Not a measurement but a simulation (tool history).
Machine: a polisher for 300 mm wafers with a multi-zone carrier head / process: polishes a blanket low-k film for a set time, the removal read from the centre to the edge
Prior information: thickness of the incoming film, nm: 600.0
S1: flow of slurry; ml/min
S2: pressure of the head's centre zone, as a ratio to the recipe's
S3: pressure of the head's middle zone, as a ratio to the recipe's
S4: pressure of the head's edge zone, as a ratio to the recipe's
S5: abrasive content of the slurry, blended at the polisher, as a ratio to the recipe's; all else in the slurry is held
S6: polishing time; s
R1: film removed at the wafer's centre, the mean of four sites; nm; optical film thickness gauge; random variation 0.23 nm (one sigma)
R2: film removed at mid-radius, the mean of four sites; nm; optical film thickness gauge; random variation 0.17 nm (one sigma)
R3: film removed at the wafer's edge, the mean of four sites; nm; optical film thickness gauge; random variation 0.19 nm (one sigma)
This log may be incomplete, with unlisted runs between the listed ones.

| run | hour | S1 | S2 | S3 | S4 | S5 | S6 | R1 | R2 | R3 |
|---|---|---|---|---|---|---|---|---|---|---|
| 1 | 0 | 125 | 1 | 1 | 1 | 1 | 78 | 17.612 | 17.5 | 17.812 |
| 2 | 4.3 | 145 | 1 | 1 | 1 | 1 | 78 | 18.304 | 17.764 | 18.452 |
| 3 | 9.3 | 145 | 0.95 | 1 | 1 | 1 | 78 | 17.657 | 17.796 | 18.014 |
| 4 | 10.7 | 160 | 0.95 | 1 | 1 | 1 | 78 | 17.833 | 18.337 | 18.518 |
| 5 | 11.9 | 170 | 1 | 1.05 | 1.02 | 1.05 | 78 | 19.057 | 19.662 | 19.412 |
| 6 | 18 | 170 | 1 | 1.05 | 1.02 | 1.05 | 63 | 15.445 | 15.814 | 15.461 |
| 7 | 19.3 | 175 | 1.04 | 1.08 | 1.04 | 1.2 | 65 | 17.824 | 17.928 | 17.181 |
|  | 24.7 | worn pad replaced by a new one |
| 8 | 24.7 | 175 | 1.04 | 1.08 | 1.04 | 1.2 | 65 | 20.085 | 20.174 | 19.694 |
| 9 | 26.7 | 175 | 1.06 | 1.11 | 1.06 | 1.2 | 65 | 20.671 | 20.746 | 19.856 |
| 10 | 30.4 | 175 | 1.06 | 1.13 | 1.08 | 1.2 | 65 | 20.883 | 20.999 | 19.676 |

What does the tool deliver on the next run?
| 11 | 39.3 | 175 | 1.05 | 1.14 | 1.12 | 1.2 | 65 | ? | ? | ? |

R1: 20.29 nm
R2: 21.233 nm
R3: 20.414 nm

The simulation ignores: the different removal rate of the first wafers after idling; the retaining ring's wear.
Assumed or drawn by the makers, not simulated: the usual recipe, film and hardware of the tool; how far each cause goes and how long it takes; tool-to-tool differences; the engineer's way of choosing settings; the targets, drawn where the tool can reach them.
